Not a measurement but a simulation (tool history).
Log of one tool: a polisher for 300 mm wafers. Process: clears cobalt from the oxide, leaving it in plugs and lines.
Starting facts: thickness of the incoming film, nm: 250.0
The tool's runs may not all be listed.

| run | day | flow of slurry (ml/min) | pressure of the wafer on the pad (kPa) | speed of the pad under the wafer (m/s) | overpolish time after the end point (s) | time until the end point was called (s) | dishing of a wide line in a test structure (angstrom) |
|---|---|---|---|---|---|---|---|
| 1 | 0.000 | 295 | 12.4 | 0.96 | 11 | 67.795 | 276.97 |
| 2 | 0.154 | 295 | 12.4 | 0.96 | 9 | 68.735 | 240.64 |
| 3 | 0.225 | 295 | 11.0 | 0.94 | 11 | 76.442 | 258.93 |
| 4 | 0.317 | 295 | 11.0 | 0.72 | 11 | 91.590 | 226.59 |
| 5 | 0.383 | 295 | 11.0 | 0.62 | 11 | 100.870 | 210.49 |
| 6 | 0.433 | 295 | 11.0 | 0.62 | 16 | 101.460 | 281.26 |
| 7 | 0.742 | 295 | 10.3 | 0.62 | 16 | 103.910 | 273.99 |
| 8 | 1.050 | 295 | 9.7 | 0.62 | 16 | 112.450 | 259.28 |

Run 9 comes next. What will it give?
| 9 | 1.250 | 295 | 9.7 | 0.62 | 16 | ? | ? |

{"run 9": {"time until the end point was called (s)": 110.73, "dishing of a wide line in a test structure (angstrom)": 259.12}}
